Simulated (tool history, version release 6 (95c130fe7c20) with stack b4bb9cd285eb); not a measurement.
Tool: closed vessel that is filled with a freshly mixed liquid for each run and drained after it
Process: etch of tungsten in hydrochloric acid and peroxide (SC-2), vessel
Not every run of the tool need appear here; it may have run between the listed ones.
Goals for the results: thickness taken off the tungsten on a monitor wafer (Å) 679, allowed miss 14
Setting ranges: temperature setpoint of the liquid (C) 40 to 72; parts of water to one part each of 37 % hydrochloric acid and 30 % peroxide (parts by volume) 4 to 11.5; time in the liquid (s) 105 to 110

run	day	temperature setpoint of the liquid (C)	parts of water to one part each of 37 % hydrochloric acid and 30 % peroxide (parts by volume)	time in the liquid (s)	thickness taken off the tungsten on a monitor wafer (Å)
1	0	56	6.5	105	365.26
2	0.062	58.5	6.5	105	428.77
3	0.408	60.5	6.5	105	483.58
4	0.429	60.5	6.5	110	508.9
5	0.621	62	6.5	110	562.6
6	0.762	62	6.5	105	534.27
7	0.817	63	6.5	105	567.06
# day 1: new drum of peroxide connected
8	1	63.5	6.5	105	611.01
9	1.288	64	6.5	105	633.03

Which one of the following 4 next-run settings gets every result inside its allowed miss? There is exactly one.
A	1.575	62.5	7	110	?
B	1.575	63	6.5	105	?
C	1.575	66	7	105	?
D	1.575	62.5	5.5	105	?

move	thickness taken off the tungsten on a monitor wafer (Å)
A	567.79
B	591.84
C	671.36
D	650.38
A: further off than the last run
B: further off than the last run
C: every result within its allowed miss
D: nearer the targets than the last run, but a result is still out of spec
Correct choice: C, which meets every target
